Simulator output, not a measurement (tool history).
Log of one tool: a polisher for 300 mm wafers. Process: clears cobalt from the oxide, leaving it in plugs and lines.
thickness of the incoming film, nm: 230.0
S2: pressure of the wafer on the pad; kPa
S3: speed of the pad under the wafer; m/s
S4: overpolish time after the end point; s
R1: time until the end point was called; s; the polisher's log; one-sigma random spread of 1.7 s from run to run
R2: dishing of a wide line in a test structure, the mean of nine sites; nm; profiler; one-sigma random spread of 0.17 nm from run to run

Run 1, hour 0.0: flow of slurry (ml/min) 165, S2 9.7 kPa, S3 1.00 m/s, S4 9 s. Result: R1 71.993 s, R2 25.971 nm.
Run 2, hour 7.2: flow of slurry (ml/min) 170, S2 9.0 kPa, S3 1.00 m/s, S4 8 s. Result: R1 78.124 s, R2 22.223 nm.
Run 3, hour 12.5: flow of slurry (ml/min) 145, S2 9.0 kPa, S3 1.00 m/s, S4 8 s. Result: R1 80.507 s, R2 21.369 nm.
Run 4, hour 16.7: flow of slurry (ml/min) 150, S2 8.3 kPa, S3 1.00 m/s, S4 7 s. Result: R1 84.198 s, R2 18.330 nm.
Run 5, hour 25.3: flow of slurry (ml/min) 150, S2 8.3 kPa, S3 1.00 m/s, S4 9 s. Result: R1 83.723 s, R2 23.100 nm.
Run 6, hour 32.4: flow of slurry (ml/min) 155, S2 8.3 kPa, S3 1.00 m/s, S4 8 s. Result: R1 83.493 s, R2 20.921 nm.

What will run 7 give?
Run 7, hour 33.3: flow of slurry (ml/min) 160, S2 7.6 kPa, S3 0.98 m/s, S4 7 s. Result: R1 ?, R2 ?.

Run 7 yielded R1 88.996 s, R2 17.316 nm.
